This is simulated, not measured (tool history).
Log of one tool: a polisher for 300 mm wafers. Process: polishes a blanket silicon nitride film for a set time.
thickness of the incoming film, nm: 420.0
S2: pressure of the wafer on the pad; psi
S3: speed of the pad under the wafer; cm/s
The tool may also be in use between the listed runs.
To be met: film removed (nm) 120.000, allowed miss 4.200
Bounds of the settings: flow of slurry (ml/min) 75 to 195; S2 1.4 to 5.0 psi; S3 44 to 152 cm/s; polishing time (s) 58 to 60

Run 1, hour 0.0: flow of slurry (ml/min) 125, S2 3.2 psi, S3 98 cm/s, polishing time (s) 58. Result: film removed (nm) 78.422.
Run 2, hour 5.8: flow of slurry (ml/min) 125, S2 3.2 psi, S3 112 cm/s, polishing time (s) 58. Result: film removed (nm) 87.404.
Run 3, hour 7.2: flow of slurry (ml/min) 130, S2 3.4 psi, S3 112 cm/s, polishing time (s) 58. Result: film removed (nm) 94.098.
Run 4, hour 14.3: flow of slurry (ml/min) 135, S2 3.5 psi, S3 112 cm/s, polishing time (s) 58. Result: film removed (nm) 95.771.
Run 5, hour 19.8: flow of slurry (ml/min) 150, S2 3.5 psi, S3 112 cm/s, polishing time (s) 58. Result: film removed (nm) 99.910.
Run 6, hour 27.5: flow of slurry (ml/min) 130, S2 3.5 psi, S3 112 cm/s, polishing time (s) 58. Result: film removed (nm) 97.224.
Run 7, hour 36.2: flow of slurry (ml/min) 130, S2 3.6 psi, S3 112 cm/s, polishing time (s) 58. Result: film removed (nm) 99.115.
Run 8, hour 44.3: flow of slurry (ml/min) 130, S2 3.6 psi, S3 112 cm/s, polishing time (s) 58. Result: film removed (nm) 99.281.

Which of these 5 next moves meets every target?
Run A, hour 52.4: flow of slurry (ml/min) 120, S2 3.9 psi, S3 116 cm/s, polishing time (s) 59. Result: film removed (nm) ?.
Run B, hour 52.4: flow of slurry (ml/min) 150, S2 3.3 psi, S3 136 cm/s, polishing time (s) 59. Result: film removed (nm) ?.
Run C, hour 52.4: flow of slurry (ml/min) 130, S2 4.1 psi, S3 104 cm/s, polishing time (s) 60. Result: film removed (nm) ?.
Run D, hour 52.4: flow of slurry (ml/min) 150, S2 3.2 psi, S3 136 cm/s, polishing time (s) 60. Result: film removed (nm) ?.
Run E, hour 52.4: flow of slurry (ml/min) 185, S2 3.3 psi, S3 150 cm/s, polishing time (s) 58. Result: film removed (nm) ?.

move  film removed (nm)
   A            107.550
   B            108.140
   C            106.880
   D            106.740
   E            118.710
A: nearer than the last run, and not there yet
B: nearer than the last run, and not there yet
C: nearer than the last run, and not there yet
D: nearer than the last run, and not there yet
E: meets every target
The right move is E.

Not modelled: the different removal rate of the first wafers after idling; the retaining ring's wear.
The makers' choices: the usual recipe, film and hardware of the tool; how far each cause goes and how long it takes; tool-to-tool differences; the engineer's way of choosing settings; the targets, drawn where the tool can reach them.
